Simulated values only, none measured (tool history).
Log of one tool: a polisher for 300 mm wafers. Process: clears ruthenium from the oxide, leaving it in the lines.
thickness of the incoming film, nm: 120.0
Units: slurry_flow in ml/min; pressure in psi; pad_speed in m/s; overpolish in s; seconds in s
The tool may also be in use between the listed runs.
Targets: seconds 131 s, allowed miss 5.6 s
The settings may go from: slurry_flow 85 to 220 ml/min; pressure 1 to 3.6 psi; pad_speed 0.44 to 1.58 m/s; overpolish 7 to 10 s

run 1 day=0 | slurry_flow=140 pressure=2.3 pad_speed=1 overpolish=10 | seconds=107.35
run 2 day=0.062 | slurry_flow=140 pressure=2 pad_speed=1 overpolish=10 | seconds=123.97
run 3 day=0.225 | slurry_flow=140 pressure=2 pad_speed=1 overpolish=7 | seconds=123.33
run 4 day=0.542 | slurry_flow=165 pressure=2 pad_speed=1 overpolish=7 | seconds=115.77
run 5 day=0.746 | slurry_flow=165 pressure=2 pad_speed=1.16 overpolish=7 | seconds=103.49
run 6 day=0.971 | slurry_flow=165 pressure=2 pad_speed=1.16 overpolish=7 | seconds=104.25
run 7 day=1.133 | slurry_flow=160 pressure=1.9 pad_speed=1.16 overpolish=7 | seconds=108.6
run 8 day=1.496 | slurry_flow=155 pressure=1.8 pad_speed=1.16 overpolish=7 | seconds=118.03

5 next moves are on the table. One of them brings every result within its allowed miss. Which?
run A day=1.858 | slurry_flow=135 pressure=1.8 pad_speed=1.32 overpolish=7 | seconds=?
run B day=1.858 | slurry_flow=130 pressure=2 pad_speed=1.2 overpolish=7 | seconds=?
run C day=1.858 | slurry_flow=180 pressure=2 pad_speed=1.02 overpolish=9 | seconds=?
run D day=1.858 | slurry_flow=145 pressure=2 pad_speed=1.1 overpolish=9 | seconds=?
run E day=1.858 | slurry_flow=150 pressure=1.6 pad_speed=1.16 overpolish=10 | seconds=?

move=A seconds=106.3
move=B seconds=106.27
move=C seconds=117.14
move=D seconds=113.05
move=E seconds=132.18
A: further off than the last run
B: further off than the last run
C: further off than the last run
D: further off than the last run
E: meets every target
The right move is E.
